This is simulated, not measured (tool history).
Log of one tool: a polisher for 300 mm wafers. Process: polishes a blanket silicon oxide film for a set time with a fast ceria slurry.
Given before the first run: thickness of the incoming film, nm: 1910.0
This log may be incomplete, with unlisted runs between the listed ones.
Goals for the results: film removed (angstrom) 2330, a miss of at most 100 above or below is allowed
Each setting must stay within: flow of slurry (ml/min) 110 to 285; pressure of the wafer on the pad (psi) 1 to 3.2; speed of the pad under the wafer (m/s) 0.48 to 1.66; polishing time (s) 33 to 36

run	day	flow of slurry (ml/min)	pressure of the wafer on the pad (psi)	speed of the pad under the wafer (m/s)	polishing time (s)	film removed (angstrom)
1	0	180	2.1	1.06	36	3900
2	0.375	135	2.1	1.06	36	3738.7
3	0.417	135	1.8	1.04	36	3096.1
4	0.65	135	1.8	1.04	36	3153.7
5	0.938	135	1.8	1.04	36	3059.8
6	1.308	135	1.8	1.04	33	2891.9
7	1.375	135	1.7	1.04	33	2725.6
8	1.708	135	1.6	1.04	33	2484.3
9	1.95	135	1.6	1.04	33	2556.1
10	2.067	135	1.6	1.04	33	2574.8

Which single option among these 4 for the next run brings every result within its allowed miss of target? Just one does.
A	2.183	110	1.3	1.08	36	?
B	2.183	170	1.5	1.06	33	?
C	2.183	125	2.3	0.68	36	?
D	2.183	130	1.7	1.02	33	?

move	film removed (angstrom)
A	2282.7
B	2527.8
C	2592
D	2636.4
A: meets every target
B: nearer the targets than the last run, but a result is still out of spec
C: misses by more than the last run did
D: misses by more than the last run did
A meets every target.
